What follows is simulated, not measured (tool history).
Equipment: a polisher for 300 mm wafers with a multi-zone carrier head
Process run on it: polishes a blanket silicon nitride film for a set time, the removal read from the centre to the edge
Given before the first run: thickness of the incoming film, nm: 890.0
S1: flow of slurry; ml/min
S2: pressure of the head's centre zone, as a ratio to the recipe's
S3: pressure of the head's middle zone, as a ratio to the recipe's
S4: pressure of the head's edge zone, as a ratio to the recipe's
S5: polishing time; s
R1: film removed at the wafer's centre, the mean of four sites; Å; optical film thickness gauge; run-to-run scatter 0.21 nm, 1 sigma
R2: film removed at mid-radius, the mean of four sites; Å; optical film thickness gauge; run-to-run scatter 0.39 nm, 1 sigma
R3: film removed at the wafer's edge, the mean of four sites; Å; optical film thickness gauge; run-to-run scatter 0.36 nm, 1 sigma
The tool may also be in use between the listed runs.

| run | hour | S1 | S2 | S3 | S4 | S5 | R1 | R2 | R3 |
|---|---|---|---|---|---|---|---|---|---|
| 1 | 0 | 295 | 1 | 1 | 1 | 35 | 425.48 | 444.4 | 430.05 |
| 2 | 8.6 | 355 | 1 | 1 | 1 | 35 | 426.29 | 456.75 | 428.33 |
| 3 | 12.5 | 355 | 1 | 1 | 1 | 43 | 531.21 | 550.83 | 539.85 |
| 4 | 13.1 | 355 | 1 | 0.96 | 1 | 43 | 527.31 | 542.8 | 543.35 |
| 5 | 22 | 355 | 1 | 0.96 | 1 | 37 | 452.97 | 457.47 | 469.87 |
| 6 | 24 | 355 | 1 | 0.9 | 1 | 37 | 452.79 | 431.82 | 465.71 |
| 7 | 32.2 | 370 | 0.98 | 0.97 | 0.9 | 27 | 323.86 | 339.27 | 321.33 |

The next listed run, before its measurement:
| 8 | 38.4 | 370 | 0.98 | 0.97 | 0.88 | 26 | ? | ? | ? |

{"run 8": {"R1": 312.87, "R2": 327.43, "R3": 309.34}}
